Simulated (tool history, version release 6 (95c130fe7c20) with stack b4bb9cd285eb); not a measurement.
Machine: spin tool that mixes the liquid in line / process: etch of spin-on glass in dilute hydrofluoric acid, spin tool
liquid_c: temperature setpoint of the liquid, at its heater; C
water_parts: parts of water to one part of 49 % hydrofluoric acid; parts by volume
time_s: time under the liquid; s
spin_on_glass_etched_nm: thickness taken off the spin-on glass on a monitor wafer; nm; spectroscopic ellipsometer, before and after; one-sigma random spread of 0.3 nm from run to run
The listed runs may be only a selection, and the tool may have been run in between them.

run  hour  liquid_c  water_parts  time_s  spin_on_glass_etched_nm
  1     0        22          155     135                   25.548
  2   2.9      23.5          140     135                   30.107
  3  11.6      23.5          190     135                   20.919
  4  12.7      25.5          190     135                   22.701
  5    20      26.5          170     135                   27.046
  6  24.3      26.5          140     135                   34.036

Estimate the outcome of run 7 from the log above:
  7    28        27          130     135                        ?

For run 7 the tool returned spin_on_glass_etched_nm 37.344 nm.
